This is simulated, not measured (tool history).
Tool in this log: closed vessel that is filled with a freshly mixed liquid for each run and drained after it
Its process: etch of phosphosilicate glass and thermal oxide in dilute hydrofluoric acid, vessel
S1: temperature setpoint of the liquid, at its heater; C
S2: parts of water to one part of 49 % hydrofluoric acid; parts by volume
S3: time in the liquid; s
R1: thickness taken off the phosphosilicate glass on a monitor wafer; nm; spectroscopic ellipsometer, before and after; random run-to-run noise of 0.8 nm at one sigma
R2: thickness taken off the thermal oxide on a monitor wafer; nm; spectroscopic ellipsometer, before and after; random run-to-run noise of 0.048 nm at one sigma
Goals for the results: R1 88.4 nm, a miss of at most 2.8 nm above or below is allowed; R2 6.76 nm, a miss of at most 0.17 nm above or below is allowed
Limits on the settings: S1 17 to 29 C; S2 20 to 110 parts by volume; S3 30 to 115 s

run	day	S1	S2	S3	R1	R2
1	0	21	60	60	59.367	4.5306
2	0.208	22	60	60	61.676	4.7622
3	0.417	23	60	60	65.47	4.9543
4	0.712	23.5	60	60	66.232	5.1134
5	1.083	20	60	60	57.39	4.3988
6	1.258	21	60	60	59.82	4.5397
7	1.546	21	60	60	60.424	4.5863
8	1.921	22	60	60	62.948	4.8307
# day 2.117: thermometer replaced
9	2.117	22	60	60	57.885	4.5307
10	2.433	22.5	55	60	66.404	5.1401

4 candidate next runs follow, results not yet known. Just one meets every target within its allowed miss. Identify it.
A	2.75	26	40	45	?	?
B	2.75	24	75	100	?	?
C	2.75	21.5	50	75	?	?
D	2.75	25	55	65	?	?

move	R1	R2
A	81.084	6.2173
B	84.533	6.4817
C	88.551	6.7899
D	80.101	6.142
A: nearer the targets than the last run, but a result is still out of spec
B: nearer the targets than the last run, but a result is still out of spec
C: every result lands within tolerance
D: nearer the targets than the last run, but a result is still out of spec
So the answer is move C, the one that meets all the targets.

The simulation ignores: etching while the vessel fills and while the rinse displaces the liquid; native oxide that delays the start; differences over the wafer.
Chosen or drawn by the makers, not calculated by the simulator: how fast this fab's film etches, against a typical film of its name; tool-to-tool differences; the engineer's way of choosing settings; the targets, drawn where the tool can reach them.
